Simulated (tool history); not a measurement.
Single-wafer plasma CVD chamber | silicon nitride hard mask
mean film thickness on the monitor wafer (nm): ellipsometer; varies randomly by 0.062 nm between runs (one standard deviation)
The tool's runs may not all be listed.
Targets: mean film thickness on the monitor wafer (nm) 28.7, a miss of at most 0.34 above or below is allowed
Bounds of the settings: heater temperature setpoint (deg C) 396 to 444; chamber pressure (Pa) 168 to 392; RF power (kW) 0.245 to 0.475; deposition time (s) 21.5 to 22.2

run  hour  heater temperature setpoint (deg C)  chamber pressure (Pa)  RF power (kW)  deposition time (s)  mean film thickness on the monitor wafer (nm)
  1     0                                  420                    280           0.36                 21.5                                         27.237
  2   1.5                                  420                    293           0.36                 21.5                                         27.642
  3   8.5                                  420                    303           0.36                 21.5                                         27.885
  4    13                                  420                    309           0.36                 21.5                                          28.05
  5  19.8                                  420                    315           0.36                 21.5                                         28.222
  6  28.3                                  420                    315           0.39                 21.5                                         29.401
  7  30.4                                  420                    308           0.39                 21.5                                         29.241
  8  35.2                                  420                    304           0.39                 21.5                                         29.102

Consider the 5 candidate settings below. Which is the only one whose results all fall within their allowed miss of target?
  A    40                                  424                    304           0.39                 21.9                                              ?
  B    40                                  419                    315          0.395                 21.6                                              ?
  C    40                                  416                    300          0.385                 21.8                                              ?
  D    40                                  419                    292           0.38                 21.7                                              ?
  E    40                                  420                    321          0.385                 21.6                                              ?

move  mean film thickness on the monitor wafer (nm)
   A                                         29.638
   B                                         29.783
   C                                         29.317
   D                                         28.727
   E                                         29.525
A: moves away from the targets compared with the last run
B: moves away from the targets compared with the last run
C: moves away from the targets compared with the last run
D: meets every target
E: moves away from the targets compared with the last run
Go with D: it meets all targets.
